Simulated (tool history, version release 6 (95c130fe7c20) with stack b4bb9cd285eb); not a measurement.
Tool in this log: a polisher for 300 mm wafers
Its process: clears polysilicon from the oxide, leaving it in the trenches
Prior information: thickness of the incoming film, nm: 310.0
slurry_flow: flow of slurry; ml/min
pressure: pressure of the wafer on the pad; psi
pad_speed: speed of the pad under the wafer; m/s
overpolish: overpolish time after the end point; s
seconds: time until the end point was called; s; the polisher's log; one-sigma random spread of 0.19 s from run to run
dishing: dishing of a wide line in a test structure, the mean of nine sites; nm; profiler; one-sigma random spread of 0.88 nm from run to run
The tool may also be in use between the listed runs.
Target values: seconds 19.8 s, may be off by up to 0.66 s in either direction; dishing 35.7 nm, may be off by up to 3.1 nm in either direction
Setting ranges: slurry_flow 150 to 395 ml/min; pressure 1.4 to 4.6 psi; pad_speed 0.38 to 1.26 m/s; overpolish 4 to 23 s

run 1 day=0 | slurry_flow=250 pressure=3 pad_speed=0.82 overpolish=12 | seconds=28.874 dishing=44.518
run 2 day=0.292 | slurry_flow=250 pressure=3.4 pad_speed=0.82 overpolish=12 | seconds=25.766 dishing=46.828
run 3 day=0.475 | slurry_flow=250 pressure=3.4 pad_speed=0.94 overpolish=12 | seconds=22.419 dishing=47.663
run 4 day=0.754 | slurry_flow=250 pressure=3.4 pad_speed=0.98 overpolish=9 | seconds=21.459 dishing=45.175
run 5 day=1.054 | slurry_flow=250 pressure=3.4 pad_speed=1.02 overpolish=7 | seconds=20.469 dishing=44.002
run 6 day=1.238 | slurry_flow=300 pressure=3.4 pad_speed=1.02 overpolish=7 | seconds=20.371 dishing=43.61
run 7 day=1.292 | slurry_flow=335 pressure=3.3 pad_speed=1.04 overpolish=6 | seconds=20.397 dishing=42.468
run 8 day=1.658 | slurry_flow=355 pressure=3.3 pad_speed=1.06 overpolish=5 | seconds=19.811 dishing=40.51
run 9 day=1.958 | slurry_flow=370 pressure=3.3 pad_speed=1.06 overpolish=5 | seconds=19.931 dishing=39.735
run 10 day=2.092 | slurry_flow=380 pressure=3.3 pad_speed=1.06 overpolish=5 | seconds=19.909 dishing=41.016
run 11 day=2.175 | slurry_flow=385 pressure=3.2 pad_speed=1.08 overpolish=5 | seconds=20.1 dishing=40.323

Which of these 4 next moves meets every target?
run A day=2.258 | slurry_flow=370 pressure=3.5 pad_speed=1.06 overpolish=4 | seconds=? dishing=?
run B day=2.258 | slurry_flow=390 pressure=3.1 pad_speed=1.12 overpolish=4 | seconds=? dishing=?
run C day=2.258 | slurry_flow=395 pressure=3 pad_speed=1.26 overpolish=4 | seconds=? dishing=?
run D day=2.258 | slurry_flow=370 pressure=3.3 pad_speed=1.14 overpolish=4 | seconds=? dishing=?

move=A seconds=18.802 dishing=36.078
move=B seconds=19.977 dishing=35.048
move=C seconds=18.361 dishing=36.475
move=D seconds=18.544 dishing=36.31
A: brings the result that was furthest off to its target, and leaves another outside
B: every result within its allowed miss
C: brings the result that was furthest off to its target, and leaves another outside
D: brings the result that was furthest off to its target, and leaves another outside
B is the move that brings every result within its allowed miss.
